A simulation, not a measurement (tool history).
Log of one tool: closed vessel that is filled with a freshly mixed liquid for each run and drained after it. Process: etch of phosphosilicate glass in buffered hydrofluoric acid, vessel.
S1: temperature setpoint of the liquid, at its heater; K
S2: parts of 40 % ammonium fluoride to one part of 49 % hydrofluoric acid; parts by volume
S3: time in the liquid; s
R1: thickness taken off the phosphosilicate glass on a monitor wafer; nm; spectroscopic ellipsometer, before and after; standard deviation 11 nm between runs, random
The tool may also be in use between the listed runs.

run 1 hour=0 | S1=294.15 S2=10.5 S3=95 | R1=773.41
run 2 hour=7 | S1=294.15 S2=10.5 S3=95 | R1=773.76
run 3 hour=11.6 | S1=295.65 S2=10 S3=95 | R1=886.65
run 4 hour=20.4 | S1=296.65 S2=9.5 S3=95 | R1=970.24
run 5 hour=28 | S1=297.65 S2=9 S3=95 | R1=1062.5
run 6 hour=35.4 | S1=299.65 S2=9 S3=95 | R1=1202.1

Run 7 is up next; what results do you expect?
run 7 hour=36.9 | S1=300.15 S2=8.5 S3=95 | R1=?

R1: 1288.5 nm

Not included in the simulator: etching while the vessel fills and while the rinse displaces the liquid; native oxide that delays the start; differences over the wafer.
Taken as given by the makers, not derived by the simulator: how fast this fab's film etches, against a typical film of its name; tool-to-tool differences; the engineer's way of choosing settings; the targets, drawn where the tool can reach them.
